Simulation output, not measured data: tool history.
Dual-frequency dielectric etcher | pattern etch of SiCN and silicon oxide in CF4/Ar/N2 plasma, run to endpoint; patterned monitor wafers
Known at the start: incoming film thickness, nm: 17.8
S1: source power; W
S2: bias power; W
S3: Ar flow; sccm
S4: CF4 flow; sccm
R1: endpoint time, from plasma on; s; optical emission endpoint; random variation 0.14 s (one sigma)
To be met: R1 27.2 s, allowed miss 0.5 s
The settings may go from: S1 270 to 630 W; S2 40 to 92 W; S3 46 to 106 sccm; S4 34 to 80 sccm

run	hour	S1	S2	S3	S4	R1
1	0	450	66	76	57	18.715
2	6.2	390	66	76	57	21.951
3	12	350	66	76	57	24.773
4	15	350	66	76	51	25.252
5	23	350	66	67	51	25.012
6	31.3	400	66	67	51	21.52
7	35.3	380	66	67	51	22.841
8	42.6	370	66	67	51	23.397
9	45.1	280	65	67	51	33.145
10	49.8	290	65	67	51	31.405
11	54.1	300	65	67	51	30.146
12	61.2	310	65	67	51	29.065
13	65.4	320	65	67	51	28.182

5 next moves are on the table. One of them brings every result within its allowed miss. Which?
A	69.6	300	73	65	59	?
B	69.6	330	76	77	56	?
C	69.6	310	73	78	48	?
D	69.6	350	58	64	40	?
E	69.6	330	73	68	50	?

move	R1
A	28.38
B	25.503
C	28.624
D	26.891
E	25.94
A: further off than the last run
B: takes the result that was furthest off past its target
C: further off than the last run
D: meets every target
E: takes the result that was furthest off past its target
The right move is D.

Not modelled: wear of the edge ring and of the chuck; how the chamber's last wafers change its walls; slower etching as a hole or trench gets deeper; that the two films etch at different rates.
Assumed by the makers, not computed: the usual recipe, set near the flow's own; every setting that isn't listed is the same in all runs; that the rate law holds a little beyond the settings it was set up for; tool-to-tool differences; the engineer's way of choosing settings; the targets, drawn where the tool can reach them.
